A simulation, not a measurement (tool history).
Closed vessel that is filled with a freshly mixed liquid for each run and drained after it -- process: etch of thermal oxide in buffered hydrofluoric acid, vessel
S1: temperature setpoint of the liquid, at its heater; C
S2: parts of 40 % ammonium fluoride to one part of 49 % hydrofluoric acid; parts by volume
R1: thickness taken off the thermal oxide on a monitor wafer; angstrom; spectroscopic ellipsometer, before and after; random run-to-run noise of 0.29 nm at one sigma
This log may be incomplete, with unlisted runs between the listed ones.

{"run": 1, "hour": 0.0, "S1": 23.0, "S2": 20.5, "time in the liquid (s)": 35, "R1": 182.25}
{"run": 2, "hour": 4.5, "S1": 25.0, "S2": 18.0, "time in the liquid (s)": 35, "R1": 228.31}
{"run": 3, "hour": 9.2, "S1": 26.5, "S2": 16.0, "time in the liquid (s)": 35, "R1": 279.24}
{"run": 4, "hour": 11.2, "S1": 27.5, "S2": 15.0, "time in the liquid (s)": 35, "R1": 313.16}
{"run": 5, "hour": 13.5, "S1": 28.5, "S2": 14.5, "time in the liquid (s)": 35, "R1": 339.0}
{"run": 6, "hour": 18.7, "S1": 29.0, "S2": 14.0, "time in the liquid (s)": 35, "R1": 364.98}
{"run": 7, "hour": 21.3, "S1": 31.0, "S2": 12.5, "time in the liquid (s)": 35, "R1": 451.37}

Forecast run 8:
{"hour": 24.0, "done": "hydrofluoric acid flow meter replaced"}
{"run": 8, "hour": 24.0, "S1": 30.5, "S2": 12.5, "time in the liquid (s)": 35, "R1": "?"}

Run 8 measured R1 409.11 angstrom.
